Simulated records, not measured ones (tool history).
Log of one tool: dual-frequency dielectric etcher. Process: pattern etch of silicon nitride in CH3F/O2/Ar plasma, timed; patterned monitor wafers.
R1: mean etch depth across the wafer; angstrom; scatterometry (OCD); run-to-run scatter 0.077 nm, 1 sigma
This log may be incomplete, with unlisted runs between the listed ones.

{"run": 1, "hour": 0.0, "source power (W)": 290, "bias power (W)": 57, "etch time (s)": 34.5, "R1": 217.61}
{"run": 2, "hour": 3.5, "source power (W)": 260, "bias power (W)": 51, "etch time (s)": 34, "R1": 192.37}
{"run": 3, "hour": 4.9, "source power (W)": 260, "bias power (W)": 56, "etch time (s)": 34, "R1": 200.78}
{"run": 4, "hour": 13.7, "source power (W)": 240, "bias power (W)": 54, "etch time (s)": 34, "R1": 190.21}
{"run": 5, "hour": 14.9, "source power (W)": 240, "bias power (W)": 58, "etch time (s)": 34, "R1": 195.37}
{"run": 6, "hour": 18.5, "source power (W)": 220, "bias power (W)": 55, "etch time (s)": 34, "R1": 184.56}
{"run": 7, "hour": 26.4, "source power (W)": 210, "bias power (W)": 53, "etch time (s)": 34, "R1": 175.96}

The next listed run, before its measurement:
{"run": 8, "hour": 30.0, "source power (W)": 180, "bias power (W)": 48, "etch time (s)": 34, "R1": "?"}

Run 8 gave R1 153.6 angstrom.

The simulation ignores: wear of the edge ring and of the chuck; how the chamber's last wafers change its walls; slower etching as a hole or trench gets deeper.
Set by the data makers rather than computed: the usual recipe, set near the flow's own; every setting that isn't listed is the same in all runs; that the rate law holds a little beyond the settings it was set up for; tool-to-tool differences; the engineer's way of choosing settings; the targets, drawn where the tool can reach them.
